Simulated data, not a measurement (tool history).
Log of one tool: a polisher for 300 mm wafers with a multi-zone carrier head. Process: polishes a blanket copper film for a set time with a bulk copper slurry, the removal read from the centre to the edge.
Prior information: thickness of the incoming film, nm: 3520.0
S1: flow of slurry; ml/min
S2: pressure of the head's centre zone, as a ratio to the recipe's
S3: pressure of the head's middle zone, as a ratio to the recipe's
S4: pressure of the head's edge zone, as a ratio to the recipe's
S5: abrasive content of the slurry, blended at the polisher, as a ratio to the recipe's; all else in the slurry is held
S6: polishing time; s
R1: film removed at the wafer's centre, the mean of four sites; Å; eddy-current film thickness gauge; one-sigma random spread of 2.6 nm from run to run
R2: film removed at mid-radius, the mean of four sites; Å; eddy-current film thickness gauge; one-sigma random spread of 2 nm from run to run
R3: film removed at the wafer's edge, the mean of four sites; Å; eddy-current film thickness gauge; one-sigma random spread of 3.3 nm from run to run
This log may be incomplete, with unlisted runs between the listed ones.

{"run": 1, "day": 0.0, "S1": 230, "S2": 1, "S3": 1, "S4": 1, "S5": 1, "S6": 67, "R1": 5416.4, "R2": 5329.3, "R3": 5391.6}
{"run": 2, "day": 0.3, "S1": 230, "S2": 1, "S3": 1, "S4": 1, "S5": 1, "S6": 77, "R1": 6323.7, "R2": 6134.1, "R3": 6085.7}
{"run": 3, "day": 0.508, "S1": 220, "S2": 0.96, "S3": 1.01, "S4": 0.95, "S5": 0.85, "S6": 66, "R1": 4882.7, "R2": 5022.9, "R3": 4900.9}
{"run": 4, "day": 0.596, "S1": 210, "S2": 0.92, "S3": 1.01, "S4": 0.91, "S5": 0.75, "S6": 59, "R1": 3936.3, "R2": 4296.9, "R3": 4074.9}
{"run": 5, "day": 0.838, "S1": 210, "S2": 0.92, "S3": 1.05, "S4": 0.91, "S5": 0.75, "S6": 59, "R1": 3983.4, "R2": 4409, "R3": 4153.5}
{"run": 6, "day": 1.083, "S1": 210, "S2": 0.92, "S3": 1.08, "S4": 0.91, "S5": 0.75, "S6": 59, "R1": 3940.7, "R2": 4602, "R3": 4082.3}
{"run": 7, "day": 1.325, "S1": 180, "S2": 0.82, "S3": 1.01, "S4": 0.83, "S5": 0.5, "S6": 41, "R1": 2137, "R2": 2556.6, "R3": 2381.2}

What will run 8 give?
{"run": 8, "day": 1.412, "S1": 245, "S2": 0.91, "S3": 1.09, "S4": 0.93, "S5": 0.55, "S6": 38, "R1": "?", "R2": "?", "R3": "?"}

Run 8 yielded R1 2350.8 Å, R2 2735.5 Å, R3 2476.2 Å.
